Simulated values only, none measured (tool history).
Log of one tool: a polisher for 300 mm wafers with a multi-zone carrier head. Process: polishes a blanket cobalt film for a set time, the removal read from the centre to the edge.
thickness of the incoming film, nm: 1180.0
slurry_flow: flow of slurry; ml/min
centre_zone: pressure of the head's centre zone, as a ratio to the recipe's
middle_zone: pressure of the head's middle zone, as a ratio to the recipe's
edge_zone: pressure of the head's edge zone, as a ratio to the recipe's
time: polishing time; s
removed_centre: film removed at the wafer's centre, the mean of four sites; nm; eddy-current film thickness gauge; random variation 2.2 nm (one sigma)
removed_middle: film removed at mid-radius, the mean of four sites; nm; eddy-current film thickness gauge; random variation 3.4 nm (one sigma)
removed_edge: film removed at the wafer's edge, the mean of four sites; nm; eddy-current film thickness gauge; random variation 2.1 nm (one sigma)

run,hour,slurry_flow,centre_zone,middle_zone,edge_zone,time,removed_centre,removed_middle,removed_edge
1,0.0,210,1.00,1.00,1.00,81,213.30,220.93,211.50
2,6.4,210,1.00,1.00,1.00,98,263.28,254.36,254.78
3,14.2,210,1.00,1.00,1.07,98,260.66,259.66,265.53
4,15.3,210,1.00,1.00,1.07,81,217.19,215.73,217.62
5,15.8,210,0.92,1.00,1.07,81,200.31,213.57,216.66
6,23.5,210,0.92,0.96,1.07,81,199.81,207.60,212.75
7,30.8,220,0.95,0.97,1.09,82,210.66,210.21,225.15
8,32.8,280,1.05,1.05,1.06,84,251.69,240.22,228.25
9,34.3,275,1.05,1.04,1.08,84,242.50,236.51,234.43
10,38.5,280,1.05,1.03,1.09,84,247.03,243.20,233.14
11,44.4,275,1.06,1.01,1.10,84,248.56,225.77,233.14
12,51.8,275,1.06,1.01,1.11,84,246.14,231.18,231.20

Forecast run 13:
13,55.5,275,1.06,1.00,1.12,85,?,?,?

{"run 13": {"removed_centre": 252.6, "removed_middle": 227.18, "removed_edge": 237.51}}
